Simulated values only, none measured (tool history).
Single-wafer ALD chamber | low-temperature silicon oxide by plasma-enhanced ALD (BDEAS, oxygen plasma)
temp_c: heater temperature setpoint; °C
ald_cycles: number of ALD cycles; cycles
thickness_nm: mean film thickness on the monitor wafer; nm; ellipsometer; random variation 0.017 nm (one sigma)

run  hour  temp_c  ald_cycles  thickness_nm
  1   0.0     105          39        5.0224
  2   7.8     109          39        5.0210
  3   9.7     109          35        4.4385
  4  15.2     110          35        4.4395
  5  19.5     106          35        4.4771
     25.0  -- thermocouple changed; heater temperature recalibrated
  6  25.0     106          37        4.7813
  7  29.7     106          37        4.7719

Run 8 comes next. What will it give?
  8  37.2     109          36             ?

{"run 8": {"thickness_nm": 4.6371}}
